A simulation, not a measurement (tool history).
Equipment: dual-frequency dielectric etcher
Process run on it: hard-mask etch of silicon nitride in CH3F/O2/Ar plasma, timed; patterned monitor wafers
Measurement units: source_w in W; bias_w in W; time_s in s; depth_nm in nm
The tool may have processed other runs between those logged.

| run | hour | source_w | bias_w | time_s | depth_nm |
|---|---|---|---|---|---|
| 1 | 0.0 | 310 | 60 | 118.5 | 71.481 |
| 2 | 2.9 | 310 | 60 | 118.5 | 71.468 |
| 3 | 5.0 | 290 | 58 | 118.5 | 67.962 |
| 4 | 9.8 | 270 | 58 | 118.5 | 66.082 |
| 5 | 11.1 | 270 | 53 | 118.5 | 63.835 |
| 6 | 18.5 | 260 | 53 | 118.5 | 62.761 |
| 7 | 20.1 | 250 | 53 | 118.5 | 61.435 |

For run 8, what comes out?
| 8 | 24.3 | 240 | 53 | 118.5 | ? |

{"run 8": {"depth_nm": 60.008}}
